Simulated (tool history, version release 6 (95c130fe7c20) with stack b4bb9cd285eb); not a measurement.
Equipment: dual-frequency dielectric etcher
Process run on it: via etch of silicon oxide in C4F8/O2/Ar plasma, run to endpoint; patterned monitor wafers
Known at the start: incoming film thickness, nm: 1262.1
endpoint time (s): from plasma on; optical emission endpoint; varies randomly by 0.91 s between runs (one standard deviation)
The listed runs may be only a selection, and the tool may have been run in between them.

| run | hour | source power (W) | bias power (W) | endpoint time (s) |
|---|---|---|---|---|
| 1 | 0 | 2120 | 1680 | 239.13 |
| 2 | 4.7 | 2120 | 1790 | 236.27 |
| 3 | 12.7 | 2190 | 1799 | 231.73 |
| 4 | 15.9 | 2190 | 1564 | 243.48 |
| 5 | 24.9 | 1930 | 1564 | 255.12 |
| 6 | 27.7 | 1930 | 1365 | 265.86 |
| 7 | 31.9 | 2030 | 1398 | 259.09 |
| 8 | 38.5 | 2120 | 1429 | 253.62 |
| 9 | 46.2 | 2540 | 1765 | 223.51 |
| 10 | 49.9 | 2580 | 1780 | 223.5 |

Predict the results of run 11:
| 11 | 58.7 | 2580 | 1780 | ? |

{"run 11": {"endpoint time (s)": 223.16}}
